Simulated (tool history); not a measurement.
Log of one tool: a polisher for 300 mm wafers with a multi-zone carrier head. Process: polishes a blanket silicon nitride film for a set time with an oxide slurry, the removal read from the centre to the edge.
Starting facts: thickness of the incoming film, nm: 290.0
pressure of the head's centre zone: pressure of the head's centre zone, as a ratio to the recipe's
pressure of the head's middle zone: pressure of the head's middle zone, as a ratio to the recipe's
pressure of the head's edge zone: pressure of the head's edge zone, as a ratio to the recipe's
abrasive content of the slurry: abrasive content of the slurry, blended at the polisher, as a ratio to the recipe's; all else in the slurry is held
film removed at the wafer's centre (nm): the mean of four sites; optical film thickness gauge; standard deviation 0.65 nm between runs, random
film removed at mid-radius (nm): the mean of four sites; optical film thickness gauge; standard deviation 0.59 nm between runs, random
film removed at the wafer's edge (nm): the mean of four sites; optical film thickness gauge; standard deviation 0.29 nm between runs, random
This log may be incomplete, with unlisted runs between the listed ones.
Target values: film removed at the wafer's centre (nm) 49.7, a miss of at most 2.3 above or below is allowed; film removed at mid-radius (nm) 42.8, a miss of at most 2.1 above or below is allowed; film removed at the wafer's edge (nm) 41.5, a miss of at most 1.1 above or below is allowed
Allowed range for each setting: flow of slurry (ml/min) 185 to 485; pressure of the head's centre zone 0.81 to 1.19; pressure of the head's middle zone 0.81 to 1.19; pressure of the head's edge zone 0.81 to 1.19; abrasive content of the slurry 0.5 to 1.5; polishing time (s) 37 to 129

| run | hour | flow of slurry (ml/min) | pressure of the head's centre zone | pressure of the head's middle zone | pressure of the head's edge zone | abrasive content of the slurry | polishing time (s) | film removed at the wafer's centre (nm) | film removed at mid-radius (nm) | film removed at the wafer's edge (nm) |
|---|---|---|---|---|---|---|---|---|---|---|
| 1 | 0 | 310 | 1 | 1 | 1 | 1 | 83 | 67.588 | 69.25 | 65.658 |
| 2 | 8.7 | 310 | 1 | 1.06 | 1 | 1 | 83 | 68.214 | 71.747 | 65.673 |
| 3 | 15.7 | 310 | 1.02 | 1.02 | 0.98 | 0.9 | 79 | 63.508 | 62.88 | 59.164 |
| 4 | 17.4 | 310 | 1.03 | 1.01 | 0.95 | 0.8 | 77 | 59.028 | 55.276 | 52.801 |
| 5 | 24 | 310 | 1.03 | 1.01 | 0.95 | 0.6 | 77 | 47.082 | 45.21 | 43.394 |
| 6 | 29.1 | 310 | 1.04 | 1 | 0.93 | 0.6 | 77 | 47.24 | 46.797 | 42.712 |
| 7 | 37.9 | 310 | 1.14 | 0.9 | 0.96 | 0.5 | 77 | 43.899 | 35.41 | 37.543 |
| 8 | 41.3 | 315 | 1.14 | 0.93 | 0.97 | 0.5 | 77 | 44.919 | 37.033 | 37.51 |
| 9 | 47.1 | 315 | 1.14 | 0.95 | 0.99 | 0.5 | 77 | 44.554 | 37.444 | 38.038 |

Consider the 5 candidate settings below. Which is the only one whose results all fall within their allowed miss of target?
| A | 52.9 | 290 | 1.15 | 0.99 | 0.87 | 0.5 | 84 | ? | ? | ? |
| B | 52.9 | 350 | 0.94 | 0.92 | 0.98 | 0.55 | 83 | ? | ? | ? |
| C | 52.9 | 340 | 1.04 | 1.15 | 0.9 | 0.6 | 70 | ? | ? | ? |
| D | 52.9 | 360 | 1.13 | 0.98 | 0.96 | 0.65 | 69 | ? | ? | ? |
| E | 52.9 | 310 | 1.16 | 0.91 | 1.01 | 0.6 | 71 | ? | ? | ? |

| move | film removed at the wafer's centre (nm) | film removed at mid-radius (nm) | film removed at the wafer's edge (nm) |
|---|---|---|---|
| A | 49.156 | 41.912 | 38.437 |
| B | 43.618 | 42.859 | 44.055 |
| C | 43.699 | 46.768 | 38.146 |
| D | 49.892 | 42.87 | 41.378 |
| E | 49.084 | 38.656 | 40.809 |
A: closes in on the targets versus the last run, not all within tolerance yet
B: carries the result that was furthest off beyond its target, to the other side
C: roughly where the last run was
D: every result within its allowed miss
E: puts the biggest miss on target and leaves a different result outside tolerance
D is the move that brings every result within its allowed miss.
